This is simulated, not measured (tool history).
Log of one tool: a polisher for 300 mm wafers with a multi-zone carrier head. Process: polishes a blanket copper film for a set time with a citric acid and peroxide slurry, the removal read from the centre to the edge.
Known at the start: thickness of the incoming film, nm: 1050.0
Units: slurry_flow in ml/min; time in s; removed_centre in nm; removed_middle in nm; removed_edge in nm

run,hour,slurry_flow,centre_zone,middle_zone,edge_zone,slurry_solids,time,removed_centre,removed_middle,removed_edge
1,0.0,210,1.00,1.00,1.00,1.0,35,94.262,92.787,92.699
2,8.7,210,1.00,0.96,1.00,1.0,35,94.056,88.700,92.077
3,14.8,250,1.00,0.96,1.00,1.0,35,95.535,88.188,93.970
4,17.7,230,1.00,0.96,1.00,1.0,35,93.995,89.287,93.360
5,21.9,230,1.00,0.96,1.00,0.8,35,93.297,85.995,90.057
6,23.3,230,1.00,0.90,1.00,0.8,35,91.704,81.614,89.560

Forecast run 7:
7,28.2,230,1.00,0.90,1.00,0.8,35,?,?,?

removed_centre: 89.447 nm
removed_middle: 81.446 nm
removed_edge: 89.680 nm

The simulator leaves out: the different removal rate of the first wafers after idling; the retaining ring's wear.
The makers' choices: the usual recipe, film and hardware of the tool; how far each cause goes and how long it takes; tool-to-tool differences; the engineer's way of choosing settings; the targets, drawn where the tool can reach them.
